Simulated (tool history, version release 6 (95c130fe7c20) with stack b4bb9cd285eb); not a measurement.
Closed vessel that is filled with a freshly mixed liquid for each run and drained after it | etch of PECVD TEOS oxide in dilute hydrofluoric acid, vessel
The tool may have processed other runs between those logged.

run,hour,temperature setpoint of the liquid (C),parts of water to one part of 49 % hydrofluoric acid (parts by volume),time in the liquid (s),thickness taken off the PECVD TEOS oxide on a monitor wafer (Å)
1,0.0,21.0,95,400,633.27
2,1.9,20.5,100,400,584.96
3,6.5,20.0,100,400,574.82
4,8.4,20.0,100,400,570.39
5,12.3,19.5,100,400,550.82
6,13.6,19.5,100,430,604.63
7,22.2,19.0,105,430,563.37
8,29.8,18.5,105,430,542.88
9,38.8,18.0,105,430,530.63
10,47.7,17.5,110,430,496.40

What does the tool deliver on the next run?
11,53.5,17.0,115,430,?

{"run 11": {"thickness taken off the PECVD TEOS oxide on a monitor wafer (Å)": 468.81}}

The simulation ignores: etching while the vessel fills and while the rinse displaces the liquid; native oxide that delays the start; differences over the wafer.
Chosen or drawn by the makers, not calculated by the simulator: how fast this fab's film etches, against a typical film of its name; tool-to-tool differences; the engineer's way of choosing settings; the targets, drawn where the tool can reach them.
